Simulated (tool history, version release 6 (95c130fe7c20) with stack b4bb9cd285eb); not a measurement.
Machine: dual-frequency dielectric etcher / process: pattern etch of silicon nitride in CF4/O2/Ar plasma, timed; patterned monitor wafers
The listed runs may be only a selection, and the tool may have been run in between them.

run,hour,source power (W),bias power (W),Ar flow (sccm),CF4 flow (sccm),etch time (s),mean etch depth across the wafer (angstrom)
1,0.0,660,49,111,116,252.5,5624.4
2,6.7,640,49,111,116,252.5,5470.6
3,10.0,640,44,111,116,252.5,5301.4
4,17.3,630,44,111,116,252.5,5211.6
5,25.8,620,44,111,116,252.5,5135.5
6,33.6,620,44,111,105,252.5,5024.4
7,36.5,610,44,111,105,252.5,4958.1

Run 8 comes next. What will it give?
8,40.9,600,44,111,105,252.5,?

mean etch depth across the wafer (angstrom): 4861.4
